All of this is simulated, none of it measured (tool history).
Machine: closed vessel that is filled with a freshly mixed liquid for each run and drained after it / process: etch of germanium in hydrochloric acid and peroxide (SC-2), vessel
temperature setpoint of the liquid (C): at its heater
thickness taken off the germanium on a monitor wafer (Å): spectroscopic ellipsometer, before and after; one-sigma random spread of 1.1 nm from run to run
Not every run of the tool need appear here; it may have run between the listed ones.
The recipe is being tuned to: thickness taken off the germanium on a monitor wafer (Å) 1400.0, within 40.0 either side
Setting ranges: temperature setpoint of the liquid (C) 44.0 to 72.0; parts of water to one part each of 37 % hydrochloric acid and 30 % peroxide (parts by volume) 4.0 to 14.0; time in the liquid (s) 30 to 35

run	hour	temperature setpoint of the liquid (C)	parts of water to one part each of 37 % hydrochloric acid and 30 % peroxide (parts by volume)	time in the liquid (s)	thickness taken off the germanium on a monitor wafer (Å)
1	0.0	60.0	7.5	35	1896.9
2	5.5	63.0	7.5	35	2054.5
3	14.3	56.0	7.5	35	1700.1
4	21.9	54.5	7.5	35	1634.2
5	27.9	53.0	7.5	35	1538.9
6	28.8	52.5	7.5	35	1520.0
7	29.6	52.0	7.5	35	1494.0
8	34.3	51.5	7.5	35	1470.6

Which single option among these 4 for the next run brings every result within its allowed miss of target? Just one does.
A	39.0	53.5	9.5	35	?
B	39.0	52.0	9.5	35	?
C	39.0	53.0	7.5	35	?
D	39.0	50.0	8.0	35	?

move	thickness taken off the germanium on a monitor wafer (Å)
A	1543.9
B	1473.9
C	1548.6
D	1403.1
A: moves away from the targets compared with the last run
B: neither nearer nor further off than the last run
C: moves away from the targets compared with the last run
D: every result lands within tolerance
Move D is the one to make.
